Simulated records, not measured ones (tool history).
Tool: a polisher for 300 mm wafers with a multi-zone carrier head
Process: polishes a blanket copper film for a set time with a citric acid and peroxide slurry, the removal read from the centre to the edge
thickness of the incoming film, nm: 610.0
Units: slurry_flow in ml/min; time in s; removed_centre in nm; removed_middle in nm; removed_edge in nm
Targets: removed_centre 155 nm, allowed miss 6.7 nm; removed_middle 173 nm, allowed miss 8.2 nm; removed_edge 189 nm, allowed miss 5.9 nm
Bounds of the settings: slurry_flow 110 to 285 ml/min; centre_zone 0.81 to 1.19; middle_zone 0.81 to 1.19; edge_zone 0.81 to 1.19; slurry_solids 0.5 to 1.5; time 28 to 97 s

run,hour,slurry_flow,centre_zone,middle_zone,edge_zone,slurry_solids,time,removed_centre,removed_middle,removed_edge
1,0,180,1,1,1,1,62,111.93,103.88,114.42
2,4.3,210,1,1,1,1,62,115.42,106.3,115.45
3,11.2,240,1,1,1,1,62,115.8,107.06,116.28
4,13.3,240,1,1,0.92,1,62,115.55,110.08,112.33
5,19.1,240,1.07,1,0.92,1,62,123.26,112.32,112.76
6,24.6,240,1.07,1,0.92,1.15,62,121.7,109.11,113.73
7,26.2,240,1.01,1.03,0.96,1.2,69,130.82,126.03,130.16
8,31.6,235,0.97,1.04,0.99,1.25,74,135.32,139.11,145.05
9,38.2,245,0.93,1.08,1.09,1.5,83,151.62,165.52,174.8
10,46.1,245,0.92,1.08,1.1,1.5,84,153.84,165.7,175.58
11,52.1,245,0.92,1.08,1.1,1.5,84,154.32,169.69,177.32
# hour 52.8: worn pad replaced by a new one
12,52.8,245,0.91,1.07,1.12,1.5,85,167.77,183.14,194.23
13,56.2,230,0.9,1.06,1.12,1.5,85,164.15,183.75,195.02

Which of these 5 next moves meets every target?
A,59.6,195,0.87,1.03,1.08,1.5,86,?,?,?
B,59.6,110,0.83,1.19,1.04,1.5,97,?,?,?
C,59.6,230,0.83,0.97,1.19,1.5,87,?,?,?
D,59.6,250,0.87,1.19,0.95,1.4,84,?,?,?
E,59.6,225,0.89,1.07,1.17,1.5,88,?,?,?

move,removed_centre,removed_middle,removed_edge
A,157.03,175.86,190.66
B,150.93,202.46,195.51
C,155.58,172.85,206.2
D,157.31,198.53,176.85
E,167.73,189.41,206.04
A: meets every target
B: brings the result that was furthest off to its target, and leaves another outside
C: brings the result that was furthest off to its target, and leaves another outside
D: brings the result that was furthest off to its target, and leaves another outside
E: further off than the last run
Answer: A
